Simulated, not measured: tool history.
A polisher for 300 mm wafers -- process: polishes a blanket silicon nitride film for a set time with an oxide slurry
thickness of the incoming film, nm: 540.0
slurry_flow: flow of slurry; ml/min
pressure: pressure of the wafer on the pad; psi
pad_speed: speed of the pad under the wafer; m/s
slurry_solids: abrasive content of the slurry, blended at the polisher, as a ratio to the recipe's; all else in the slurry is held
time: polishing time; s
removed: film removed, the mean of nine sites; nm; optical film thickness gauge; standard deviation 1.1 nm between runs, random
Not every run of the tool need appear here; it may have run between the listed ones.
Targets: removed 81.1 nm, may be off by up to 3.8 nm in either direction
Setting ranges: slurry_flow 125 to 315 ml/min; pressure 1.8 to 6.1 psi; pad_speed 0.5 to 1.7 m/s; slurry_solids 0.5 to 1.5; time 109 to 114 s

| run | hour | slurry_flow | pressure | pad_speed | slurry_solids | time | removed |
|---|---|---|---|---|---|---|---|
| 1 | 0 | 205 | 3.9 | 1.1 | 1 | 109 | 99.126 |
| 2 | 6.2 | 235 | 3.9 | 1.1 | 1 | 109 | 101.42 |
| 3 | 11.9 | 235 | 3.7 | 1.1 | 1 | 109 | 95.393 |
| 4 | 19.7 | 235 | 3.7 | 1.1 | 1 | 109 | 96.881 |
| 5 | 28.6 | 215 | 3.7 | 1.1 | 1 | 109 | 94.443 |
| 6 | 33.4 | 215 | 3.6 | 1.1 | 1 | 109 | 91.827 |
| 7 | 39.8 | 215 | 3.5 | 1.1 | 1 | 109 | 92.123 |
| 8 | 46.1 | 215 | 3.4 | 1.1 | 1 | 109 | 89.031 |

Below are 5 possible settings for the next run. Only one of them brings all results inside the allowed miss of their targets. Which is it?
| A | 52.4 | 225 | 2.8 | 1.12 | 1 | 109 | ? |
| B | 52.4 | 200 | 3.7 | 0.98 | 0.8 | 109 | ? |
| C | 52.4 | 130 | 3.3 | 1.46 | 0.65 | 114 | ? |
| D | 52.4 | 265 | 3.3 | 0.86 | 1.1 | 109 | ? |
| E | 52.4 | 160 | 3.4 | 0.82 | 1.05 | 114 | ? |

| move | removed |
|---|---|
| A | 74.372 |
| B | 81.245 |
| C | 92.959 |
| D | 73.71 |
| E | 70.969 |
A: the result that was furthest off in the last run now lies on the other side of its target
B: every result within its allowed miss
C: further off than the last run
D: the result that was furthest off in the last run now lies on the other side of its target
E: the result that was furthest off in the last run now lies on the other side of its target
The move that meets every target is B.
